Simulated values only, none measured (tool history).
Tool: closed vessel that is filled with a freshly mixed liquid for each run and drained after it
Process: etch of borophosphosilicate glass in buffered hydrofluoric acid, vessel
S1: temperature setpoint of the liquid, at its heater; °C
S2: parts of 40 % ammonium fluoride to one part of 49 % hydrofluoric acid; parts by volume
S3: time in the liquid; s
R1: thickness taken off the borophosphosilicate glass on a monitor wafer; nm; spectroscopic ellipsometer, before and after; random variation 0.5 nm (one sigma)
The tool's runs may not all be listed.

run  hour    S1    S2  S3       R1
  1   0.0  21.0  12.0  30   39.549
  2   9.0  22.0  11.5  30   43.994
  3  11.8  23.0  11.0  30   48.424
  4  19.6  24.0  10.5  30   53.937
  5  22.2  24.5  10.0  30   57.763
  6  27.6  25.0   9.5  30   61.622
  7  34.6  25.5   9.0  30   65.403
  8  38.5  26.0   8.5  30   71.556
  9  45.5  26.5   8.5  30   73.676
 10  48.6  27.0   8.5  30   75.600
 11  51.9  29.0   7.0  30  103.360
 12  59.1  28.0   7.0  30   98.797

Run 13 comes next. What will it give?
 13  60.1  27.5  7.0  30   ?

Run 13 gave R1 96.141 nm.

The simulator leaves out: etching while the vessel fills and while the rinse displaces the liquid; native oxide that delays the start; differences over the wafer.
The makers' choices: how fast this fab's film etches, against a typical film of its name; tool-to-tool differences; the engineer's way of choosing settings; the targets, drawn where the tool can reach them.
